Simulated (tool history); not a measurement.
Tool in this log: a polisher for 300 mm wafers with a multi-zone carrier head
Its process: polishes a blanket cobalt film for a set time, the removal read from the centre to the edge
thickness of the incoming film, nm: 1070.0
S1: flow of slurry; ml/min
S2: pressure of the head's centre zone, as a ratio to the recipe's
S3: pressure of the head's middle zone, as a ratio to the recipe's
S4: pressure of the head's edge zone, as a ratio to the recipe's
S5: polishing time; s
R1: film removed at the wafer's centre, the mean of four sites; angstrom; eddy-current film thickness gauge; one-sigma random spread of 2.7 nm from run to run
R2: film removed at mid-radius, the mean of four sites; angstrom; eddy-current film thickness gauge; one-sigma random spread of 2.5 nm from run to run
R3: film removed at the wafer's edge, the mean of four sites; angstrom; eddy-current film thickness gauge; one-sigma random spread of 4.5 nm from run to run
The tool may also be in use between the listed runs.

run,hour,S1,S2,S3,S4,S5,R1,R2,R3
1,0.0,210,1.00,1.00,1.00,56,4046.3,4011.6,4076.1
2,3.6,210,1.00,1.06,1.00,56,4051.2,4175.1,4043.8
3,10.4,205,1.00,1.03,0.97,53,3841.6,3891.8,3736.2
4,13.7,195,0.99,0.99,0.94,51,3566.9,3621.1,3468.2
5,16.4,185,0.99,0.95,0.92,50,3483.8,3332.1,3418.2
6,20.5,180,0.98,0.94,0.89,49,3390.8,3259.9,3280.3
7,26.0,175,0.97,0.93,0.87,49,3352.6,3209.2,3241.9
8,34.5,170,0.96,0.93,0.86,49,3254.0,3235.1,3149.2

The next listed run, before its measurement:
9,36.8,165,0.96,0.92,0.85,49,?,?,?

R1: 3259.0 angstrom
R2: 3115.7 angstrom
R3: 3165.1 angstrom
